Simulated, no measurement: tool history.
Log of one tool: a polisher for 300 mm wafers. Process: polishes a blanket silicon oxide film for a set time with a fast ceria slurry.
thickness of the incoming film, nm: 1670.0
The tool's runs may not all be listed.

run    day  flow of slurry (ml/min)  pressure of the wafer on the pad (kPa)  speed of the pad under the wafer (cm/s)  polishing time (s)  film removed (angstrom)
  1      0                      280                                    15.9                                       94                  67                   7425.7
  2  0.192                      280                                    15.9                                       94                  70                     7490
  3  0.392                      280                                    15.9                                       94                  70                   7625.3
  4  0.696                      340                                    15.9                                       94                  70                   7851.8
  5  0.842                      380                                    15.9                                       94                  70                   7855.2
  6  1.167                      380                                    16.5                                       94                  70                   8015.9
  7  1.275                      380                                    17.2                                       94                  70                   8616.6
  8  1.325                      380                                    18.6                                       94                  70                   9098.8
  9  1.442                      380                                      20                                       94                  70                   9795.1

The next listed run, before its measurement:
 10  1.675                      380                                    20.7                                       94                  70                        ?

{"run 10": {"film removed (angstrom)": 9856.6}}
